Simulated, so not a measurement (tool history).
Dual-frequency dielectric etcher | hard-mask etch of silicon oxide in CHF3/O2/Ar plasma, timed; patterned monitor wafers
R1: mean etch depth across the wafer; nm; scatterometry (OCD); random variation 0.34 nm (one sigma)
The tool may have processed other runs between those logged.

{"run": 1, "hour": 0.0, "source power (W)": 680, "bias power (W)": 192, "etch time (s)": 24.5, "R1": 53.862}
{"run": 2, "hour": 7.2, "source power (W)": 720, "bias power (W)": 195, "etch time (s)": 24.5, "R1": 55.423}
{"run": 3, "hour": 15.0, "source power (W)": 750, "bias power (W)": 197, "etch time (s)": 24.5, "R1": 56.782}
{"run": 4, "hour": 18.3, "source power (W)": 630, "bias power (W)": 197, "etch time (s)": 24.5, "R1": 52.175}
{"hour": 23.6, "done": "source power generator calibrated"}
{"run": 5, "hour": 23.6, "source power (W)": 630, "bias power (W)": 197, "etch time (s)": 24.5, "R1": 50.721}
{"run": 6, "hour": 27.6, "source power (W)": 580, "bias power (W)": 197, "etch time (s)": 24.5, "R1": 48.44}

Run 7 comes next. What will it give?
{"run": 7, "hour": 35.1, "source power (W)": 580, "bias power (W)": 197, "etch time (s)": 24.5, "R1": "?"}

Run 7 measured R1 48.672 nm.

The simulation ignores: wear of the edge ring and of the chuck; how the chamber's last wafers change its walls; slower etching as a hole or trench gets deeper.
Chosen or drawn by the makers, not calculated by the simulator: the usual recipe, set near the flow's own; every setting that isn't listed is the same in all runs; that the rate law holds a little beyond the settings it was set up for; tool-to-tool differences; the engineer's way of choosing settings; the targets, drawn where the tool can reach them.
